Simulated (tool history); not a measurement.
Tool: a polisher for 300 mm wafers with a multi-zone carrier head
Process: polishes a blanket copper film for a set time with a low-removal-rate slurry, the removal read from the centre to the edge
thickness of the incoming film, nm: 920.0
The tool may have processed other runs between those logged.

run	hour	flow of slurry (ml/min)	pressure of the head's centre zone	pressure of the head's middle zone	pressure of the head's edge zone	abrasive content of the slurry	polishing time (s)	film removed at the wafer's centre (nm)	film removed at mid-radius (nm)	film removed at the wafer's edge (nm)
1	0.0	315	1.00	1.00	1.00	1.00	35	59.792	58.578	58.338
2	3.6	315	1.00	1.00	0.93	1.00	35	58.966	59.072	56.211
3	4.9	315	0.99	0.99	0.92	0.95	34	56.277	56.820	53.295
4	9.9	310	0.97	0.97	0.91	0.90	33	53.078	53.823	51.542
5	15.2	310	0.97	1.01	0.91	0.90	33	53.298	54.937	50.880
6	20.1	310	0.97	1.01	0.91	0.90	29	46.406	48.389	45.119

Predict the results of run 7:
7	24.3	305	0.96	1.00	0.90	0.85	29	?	?	?

Logged for run 7: film removed at the wafer's centre (nm) 45.935, film removed at mid-radius (nm) 47.294, film removed at the wafer's edge (nm) 44.225.
